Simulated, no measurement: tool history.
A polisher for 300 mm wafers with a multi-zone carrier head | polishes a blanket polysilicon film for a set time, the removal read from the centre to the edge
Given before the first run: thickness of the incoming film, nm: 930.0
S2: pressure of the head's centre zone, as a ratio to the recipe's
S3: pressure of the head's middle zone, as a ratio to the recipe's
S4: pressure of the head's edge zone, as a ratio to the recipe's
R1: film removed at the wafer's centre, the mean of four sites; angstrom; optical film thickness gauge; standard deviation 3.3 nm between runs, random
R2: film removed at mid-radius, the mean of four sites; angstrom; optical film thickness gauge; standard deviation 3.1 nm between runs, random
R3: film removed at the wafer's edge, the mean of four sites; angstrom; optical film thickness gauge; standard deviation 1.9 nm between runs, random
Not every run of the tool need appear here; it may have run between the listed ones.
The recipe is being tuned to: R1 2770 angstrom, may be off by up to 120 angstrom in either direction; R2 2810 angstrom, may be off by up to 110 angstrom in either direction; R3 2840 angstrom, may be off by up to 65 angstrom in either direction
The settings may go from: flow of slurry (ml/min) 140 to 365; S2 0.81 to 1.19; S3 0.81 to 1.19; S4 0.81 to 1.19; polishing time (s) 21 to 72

Run 1, day 0: flow of slurry (ml/min) 235, S2 1, S3 1, S4 1, polishing time (s) 46. Result: R1 3161.5 angstrom, R2 3184.5 angstrom, R3 3269 angstrom.
Run 2, day 0.112: flow of slurry (ml/min) 235, S2 1, S3 1.04, S4 1, polishing time (s) 46. Result: R1 3222.2 angstrom, R2 3283.5 angstrom, R3 3238.6 angstrom.
Run 3, day 0.392: flow of slurry (ml/min) 225, S2 0.99, S3 1.01, S4 0.96, polishing time (s) 45. Result: R1 2997.5 angstrom, R2 3043.6 angstrom, R3 3070 angstrom.
Run 4, day 0.692: flow of slurry (ml/min) 215, S2 0.99, S3 1.01, S4 0.94, polishing time (s) 45. Result: R1 3033.4 angstrom, R2 3066 angstrom, R3 3069.3 angstrom.
Run 5, day 0.808: flow of slurry (ml/min) 210, S2 0.98, S3 1, S4 0.91, polishing time (s) 45. Result: R1 2972.6 angstrom, R2 3049.8 angstrom, R3 3044.8 angstrom.
Run 6, day 0.983: flow of slurry (ml/min) 210, S2 0.98, S3 1, S4 0.96, polishing time (s) 45. Result: R1 3022.6 angstrom, R2 3017.2 angstrom, R3 3109.1 angstrom.
Run 7, day 1.217: flow of slurry (ml/min) 205, S2 0.97, S3 0.99, S4 0.93, polishing time (s) 45. Result: R1 2942.9 angstrom, R2 2987 angstrom, R3 3061.4 angstrom.
Run 8, day 1.346: flow of slurry (ml/min) 200, S2 0.97, S3 0.98, S4 0.9, polishing time (s) 45. Result: R1 2879.6 angstrom, R2 2933.3 angstrom, R3 2984.4 angstrom.
Run 9, day 1.717: flow of slurry (ml/min) 195, S2 0.97, S3 0.97, S4 0.88, polishing time (s) 45. Result: R1 2894.8 angstrom, R2 2938.7 angstrom, R3 2946.6 angstrom.
Run 10, day 1.767: flow of slurry (ml/min) 190, S2 0.97, S3 0.96, S4 0.87, polishing time (s) 45. Result: R1 2902.7 angstrom, R2 2800.6 angstrom, R3 2931.3 angstrom.

Pick the move, out of 4, that brings all results within their allowed miss; only one does.
Run A, day 1.817: flow of slurry (ml/min) 190, S2 0.96, S3 0.99, S4 0.81, polishing time (s) 43. Result: R1 ?, R2 ?, R3 ?.
Run B, day 1.817: flow of slurry (ml/min) 170, S2 1.06, S3 1.16, S4 0.92, polishing time (s) 41. Result: R1 ?, R2 ?, R3 ?.
Run C, day 1.817: flow of slurry (ml/min) 215, S2 0.91, S3 1.12, S4 0.84, polishing time (s) 41. Result: R1 ?, R2 ?, R3 ?.
Run D, day 1.817: flow of slurry (ml/min) 240, S2 0.93, S3 0.93, S4 0.85, polishing time (s) 43. Result: R1 ?, R2 ?, R3 ?.

move      R1      R2      R3
   A  2743.7    2830  2716.8
   B  2787.3  3023.8  2695.8
   C  2558.1    3058  2666.6
   D  2776.9  2782.4  2851.3
A: moves the result that the last run missed by most past its target, out the other side
B: moves the result that the last run missed by most past its target, out the other side
C: moves the result that the last run missed by most past its target, out the other side
D: every result within its allowed miss
Go with D: it meets all targets.

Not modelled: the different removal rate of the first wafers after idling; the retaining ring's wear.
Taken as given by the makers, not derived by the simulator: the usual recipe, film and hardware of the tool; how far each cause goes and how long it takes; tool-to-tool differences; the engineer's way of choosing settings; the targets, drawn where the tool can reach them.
